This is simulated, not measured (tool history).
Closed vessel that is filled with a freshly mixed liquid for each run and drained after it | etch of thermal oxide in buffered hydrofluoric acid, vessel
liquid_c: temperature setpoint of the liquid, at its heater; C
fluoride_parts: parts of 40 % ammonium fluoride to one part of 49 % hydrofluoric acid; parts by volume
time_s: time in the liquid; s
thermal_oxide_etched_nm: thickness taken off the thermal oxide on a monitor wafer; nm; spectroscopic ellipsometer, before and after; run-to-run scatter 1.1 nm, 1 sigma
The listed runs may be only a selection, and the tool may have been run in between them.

run 1 hour=0 | liquid_c=21 fluoride_parts=9 time_s=95 | thermal_oxide_etched_nm=89.39
run 2 hour=3.3 | liquid_c=23.5 fluoride_parts=8.5 time_s=95 | thermal_oxide_etched_nm=109.92
run 3 hour=7.7 | liquid_c=25.5 fluoride_parts=8.5 time_s=95 | thermal_oxide_etched_nm=123.19
run 4 hour=11.9 | liquid_c=26.5 fluoride_parts=8.5 time_s=95 | thermal_oxide_etched_nm=128.8
run 5 hour=14.2 | liquid_c=26.5 fluoride_parts=8.5 time_s=100 | thermal_oxide_etched_nm=135.46
run 6 hour=17.4 | liquid_c=26.5 fluoride_parts=8.5 time_s=100 | thermal_oxide_etched_nm=136.36

Run 7 is up next; what results do you expect?
run 7 hour=21.8 | liquid_c=27.5 fluoride_parts=8.5 time_s=100 | thermal_oxide_etched_nm=?

thermal_oxide_etched_nm: 144.25 nm
